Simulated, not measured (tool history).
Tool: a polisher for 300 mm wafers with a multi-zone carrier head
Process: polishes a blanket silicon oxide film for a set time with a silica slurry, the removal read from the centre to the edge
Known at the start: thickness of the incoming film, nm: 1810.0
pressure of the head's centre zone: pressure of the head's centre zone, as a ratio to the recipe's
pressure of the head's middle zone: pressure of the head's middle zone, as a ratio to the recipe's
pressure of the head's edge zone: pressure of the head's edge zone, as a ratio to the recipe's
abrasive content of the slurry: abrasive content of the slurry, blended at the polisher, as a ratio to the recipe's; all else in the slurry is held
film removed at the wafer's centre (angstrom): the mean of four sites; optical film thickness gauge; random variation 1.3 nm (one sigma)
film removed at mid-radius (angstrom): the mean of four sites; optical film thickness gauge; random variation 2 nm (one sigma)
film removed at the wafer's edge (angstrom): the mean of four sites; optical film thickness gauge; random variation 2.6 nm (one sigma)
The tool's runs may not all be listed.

| run | hour | flow of slurry (ml/min) | pressure of the head's centre zone | pressure of the head's middle zone | pressure of the head's edge zone | abrasive content of the slurry | polishing time (s) | film removed at the wafer's centre (angstrom) | film removed at mid-radius (angstrom) | film removed at the wafer's edge (angstrom) |
|---|---|---|---|---|---|---|---|---|---|---|
| 1 | 0 | 135 | 1 | 1 | 1 | 1 | 59 | 1770.1 | 1827.4 | 1761.6 |
| 2 | 3.1 | 145 | 1.02 | 0.95 | 1.03 | 1 | 59 | 1852.6 | 1777 | 1798.2 |
| 3 | 5 | 115 | 1.02 | 0.95 | 1.03 | 1 | 59 | 1710.5 | 1698.4 | 1704.7 |
| 4 | 11.9 | 115 | 1.02 | 0.9 | 1.03 | 1 | 59 | 1737.3 | 1615.9 | 1765.9 |
| 5 | 20.6 | 130 | 1.03 | 0.88 | 1.04 | 1 | 59 | 1775.8 | 1633.6 | 1755.7 |
| 6 | 26.8 | 140 | 1.05 | 0.86 | 1.09 | 1 | 59 | 1874.9 | 1611.7 | 1821.4 |
| 7 | 30.3 | 145 | 1.05 | 0.85 | 1.1 | 1 | 59 | 1898.7 | 1630 | 1872.3 |
| 8 | 36.6 | 150 | 1.05 | 0.84 | 1.1 | 1 | 59 | 1898.4 | 1631.4 | 1910.7 |
| 9 | 40.3 | 170 | 1.1 | 0.82 | 1.08 | 0.95 | 59 | 2005 | 1556.7 | 1829.3 |
| 10 | 46.5 | 170 | 1.09 | 0.83 | 1.09 | 0.95 | 59 | 1934.6 | 1564.9 | 1793.6 |

The next listed run, before its measurement:
| 11 | 50.2 | 190 | 1.08 | 0.82 | 1.16 | 1.05 | 59 | ? | ? | ? |

{"run 11": {"film removed at the wafer's centre (angstrom)": 2114.4, "film removed at mid-radius (angstrom)": 1676.2, "film removed at the wafer's edge (angstrom)": 2065.4}}
